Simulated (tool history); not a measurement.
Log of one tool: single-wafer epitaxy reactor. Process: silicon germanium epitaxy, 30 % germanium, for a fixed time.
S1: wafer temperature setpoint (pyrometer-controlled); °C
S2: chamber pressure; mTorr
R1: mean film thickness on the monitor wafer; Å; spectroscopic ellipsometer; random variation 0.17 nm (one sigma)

| run | hour | S1 | S2 | R1 |
|---|---|---|---|---|
| 1 | 0.0 | 605 | 18200 | 524.79 |
| 2 | 6.1 | 606 | 18200 | 535.27 |
| 3 | 12.0 | 598 | 18200 | 462.71 |
| 4 | 19.0 | 598 | 21400 | 487.57 |
| 5 | 25.2 | 600 | 21400 | 506.77 |
| 6 | 30.5 | 602 | 21400 | 525.58 |
| 7 | 37.3 | 603 | 21400 | 536.37 |
| 8 | 44.8 | 604 | 21400 | 545.76 |
|  | 49.5 | capacitance manometer re-zeroed and calibrated |
| 9 | 49.5 | 605 | 21400 | 545.28 |

Run 10 comes next. What will it give?
| 10 | 56.8 | 606 | 21400 | ? |

Run 10 gave R1 555.85 Å.

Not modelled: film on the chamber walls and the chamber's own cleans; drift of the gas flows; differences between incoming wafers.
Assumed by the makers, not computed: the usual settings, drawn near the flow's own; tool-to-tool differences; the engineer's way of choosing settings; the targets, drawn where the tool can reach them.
